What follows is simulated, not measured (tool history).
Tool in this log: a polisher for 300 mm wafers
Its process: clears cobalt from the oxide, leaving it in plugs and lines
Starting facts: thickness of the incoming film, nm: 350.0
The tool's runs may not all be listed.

run  hour  flow of slurry (ml/min)  pressure of the wafer on the pad (psi)  speed of the pad under the wafer (m/s)  overpolish time after the end point (s)  time until the end point was called (s)  dishing of a wide line in a test structure (angstrom)
  1     0                      190                                     2.3                                    1.28                                       23                                   46.781                                                 537.48
  2   1.6                      190                                     2.3                                    1.28                                       32                                   45.154                                                 539.82
  3   9.2                      185                                     2.2                                    1.28                                       27                                   49.275                                                 539.69
  4  11.7                      185                                     1.6                                    1.28                                       27                                   65.971                                                 510.65
  5  13.8                      205                                     1.5                                    1.32                                       23                                   69.019                                                 483.99
  6    18                      205                                     1.5                                     1.1                                       23                                   79.585                                                 463.84
  7  24.5                      210                                     2.1                                    0.74                                       12                                   73.818                                                 343.56

The next listed run, before its measurement:
  8  30.5                      215                                     2.2                                    0.72                                       11                                        ?                                                      ?

time until the end point was called (s): 71.859
dishing of a wide line in a test structure (angstrom): 341.67
